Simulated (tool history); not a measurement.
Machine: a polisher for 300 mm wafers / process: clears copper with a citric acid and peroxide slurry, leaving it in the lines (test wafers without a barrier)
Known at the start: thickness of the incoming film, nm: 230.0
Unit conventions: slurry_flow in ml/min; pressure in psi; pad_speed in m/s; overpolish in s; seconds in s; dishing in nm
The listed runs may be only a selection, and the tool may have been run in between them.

run	hour	slurry_flow	pressure	pad_speed	slurry_solids	overpolish	seconds	dishing
1	0.0	170	4.0	0.94	1.0	14	86.643	25.255
2	0.7	170	4.3	0.94	1.0	15	80.201	29.464
3	8.5	170	4.3	0.94	1.0	18	79.865	34.141
4	13.0	180	4.4	0.94	1.0	18	76.492	34.925
5	20.6	180	4.4	0.94	1.0	13	78.448	25.862
6	23.0	180	4.9	0.94	1.0	13	70.982	28.958

Estimate the outcome of run 7 from the log above:
7	26.3	165	5.0	0.94	1.0	14	?	?

seconds: 69.581 s
dishing: 30.592 nm
